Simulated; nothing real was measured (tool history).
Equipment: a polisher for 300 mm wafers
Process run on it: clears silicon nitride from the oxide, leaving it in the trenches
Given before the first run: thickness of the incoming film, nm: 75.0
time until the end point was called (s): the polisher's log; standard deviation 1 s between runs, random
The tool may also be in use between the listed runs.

| run | hour | flow of slurry (ml/min) | pressure of the wafer on the pad (kPa) | speed of the pad under the wafer (cm/s) | overpolish time after the end point (s) | time until the end point was called (s) |
|---|---|---|---|---|---|---|
| 1 | 0.0 | 225 | 17.9 | 96 | 4 | 130.41 |
| 2 | 8.4 | 170 | 17.9 | 96 | 4 | 136.16 |
| 3 | 16.2 | 175 | 19.3 | 96 | 4 | 122.16 |
| 4 | 21.9 | 175 | 20.7 | 96 | 4 | 117.45 |
| 5 | 22.4 | 135 | 20.7 | 96 | 4 | 129.01 |
| 6 | 25.6 | 135 | 20.7 | 78 | 4 | 152.26 |
|  | 26.8 | slurry nozzle cleaned |
| 7 | 26.8 | 165 | 22.1 | 78 | 4 | 129.67 |
| 8 | 28.2 | 195 | 22.8 | 78 | 4 | 120.77 |

Run 9 has not been measured yet. What should we expect?
| 9 | 31.2 | 215 | 23.4 | 78 | 4 | ? |

{"run 9": {"time until the end point was called (s)": 115.38}}
